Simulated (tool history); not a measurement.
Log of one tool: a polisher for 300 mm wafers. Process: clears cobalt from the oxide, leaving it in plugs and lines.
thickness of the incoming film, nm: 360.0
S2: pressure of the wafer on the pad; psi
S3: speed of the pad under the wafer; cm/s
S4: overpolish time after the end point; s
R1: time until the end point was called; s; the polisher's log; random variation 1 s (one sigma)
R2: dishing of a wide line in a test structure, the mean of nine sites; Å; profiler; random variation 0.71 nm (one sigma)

{"run": 1, "hour": 0.0, "flow of slurry (ml/min)": 155, "S2": 2, "S3": 90, "S4": 12, "R1": 74.989, "R2": 372.53}
{"run": 2, "hour": 1.0, "flow of slurry (ml/min)": 155, "S2": 2, "S3": 90, "S4": 15, "R1": 74.61, "R2": 406.81}
{"run": 3, "hour": 5.4, "flow of slurry (ml/min)": 155, "S2": 2, "S3": 102, "S4": 15, "R1": 67.218, "R2": 442.62}
{"run": 4, "hour": 10.6, "flow of slurry (ml/min)": 155, "S2": 2.3, "S3": 102, "S4": 15, "R1": 61.544, "R2": 482}
{"run": 5, "hour": 12.7, "flow of slurry (ml/min)": 175, "S2": 2.3, "S3": 102, "S4": 15, "R1": 57.399, "R2": 476.04}
{"run": 6, "hour": 17.7, "flow of slurry (ml/min)": 175, "S2": 2.3, "S3": 124, "S4": 15, "R1": 48.983, "R2": 520.93}
{"run": 7, "hour": 25.3, "flow of slurry (ml/min)": 165, "S2": 2.2, "S3": 122, "S4": 16, "R1": 50.894, "R2": 500.65}
{"run": 8, "hour": 33.6, "flow of slurry (ml/min)": 165, "S2": 2.2, "S3": 122, "S4": 16, "R1": 52.093, "R2": 521.17}

The next listed run, before its measurement:
{"run": 9, "hour": 36.1, "flow of slurry (ml/min)": 155, "S2": 2.1, "S3": 120, "S4": 17, "R1": "?", "R2": "?"}

R1: 55.901 s
R2: 513.62 Å
